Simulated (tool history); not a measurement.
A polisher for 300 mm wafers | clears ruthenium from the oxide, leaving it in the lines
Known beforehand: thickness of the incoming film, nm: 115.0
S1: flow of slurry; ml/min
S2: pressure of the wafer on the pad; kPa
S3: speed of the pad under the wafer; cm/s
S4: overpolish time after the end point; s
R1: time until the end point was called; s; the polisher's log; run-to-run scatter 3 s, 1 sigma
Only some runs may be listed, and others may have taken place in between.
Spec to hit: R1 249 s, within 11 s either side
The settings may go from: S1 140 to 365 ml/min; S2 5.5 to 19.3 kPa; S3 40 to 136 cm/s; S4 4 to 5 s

run 1 hour=0 | S1=235 S2=12.4 S3=88 S4=5 | R1=107.95
run 2 hour=1.3 | S1=235 S2=12.4 S3=88 S4=4 | R1=106.3
run 3 hour=7.1 | S1=235 S2=10.3 S3=82 S4=4 | R1=138.18
run 4 hour=12.8 | S1=235 S2=9 S3=78 S4=4 | R1=161.68
run 5 hour=17.4 | S1=235 S2=8.3 S3=74 S4=4 | R1=187.59
run 6 hour=20.2 | S1=235 S2=8.3 S3=94 S4=4 | R1=145.17
run 7 hour=28.9 | S1=235 S2=7.6 S3=88 S4=4 | R1=171.56
run 8 hour=30.2 | S1=235 S2=6.9 S3=84 S4=4 | R1=193.64
run 9 hour=32.5 | S1=235 S2=6.2 S3=82 S4=4 | R1=217.02

Pick the move, out of 5, that brings all results within their allowed miss; only one does.
run A hour=34.8 | S1=260 S2=6.9 S3=80 S4=4 | R1=?
run B hour=34.8 | S1=215 S2=6.9 S3=84 S4=4 | R1=?
run C hour=34.8 | S1=245 S2=8.3 S3=68 S4=4 | R1=?
run D hour=34.8 | S1=260 S2=5.5 S3=82 S4=5 | R1=?
run E hour=34.8 | S1=230 S2=8.3 S3=80 S4=4 | R1=?

move=A R1=204.81
move=B R1=199.1
move=C R1=202.55
move=D R1=246.72
move=E R1=174.25
A: moves away from the targets compared with the last run
B: moves away from the targets compared with the last run
C: moves away from the targets compared with the last run
D: meets every target
E: moves away from the targets compared with the last run
D is the move that brings every result within its allowed miss.
